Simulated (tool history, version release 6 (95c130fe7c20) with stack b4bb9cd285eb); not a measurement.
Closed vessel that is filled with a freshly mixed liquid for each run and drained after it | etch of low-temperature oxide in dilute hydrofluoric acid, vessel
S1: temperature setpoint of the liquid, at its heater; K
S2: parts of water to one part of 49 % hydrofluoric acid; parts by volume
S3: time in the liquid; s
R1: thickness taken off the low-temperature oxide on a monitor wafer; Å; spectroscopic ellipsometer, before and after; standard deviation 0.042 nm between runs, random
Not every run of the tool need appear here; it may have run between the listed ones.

run	hour	S1	S2	S3	R1
1	0	294.15	300	110	112.77
2	2.5	293.65	320	110	101.28
3	10.5	293.15	335	110	92.688
4	15.1	293.15	425	110	69.287
5	22.6	291.65	425	110	64.889
6	27.1	291.65	345	110	85.879
7	34.6	291.65	365	110	78.858

Predict the results of run 8:
8	35.8	291.65	380	110	?

{"run 8": {"R1": 75.828}}
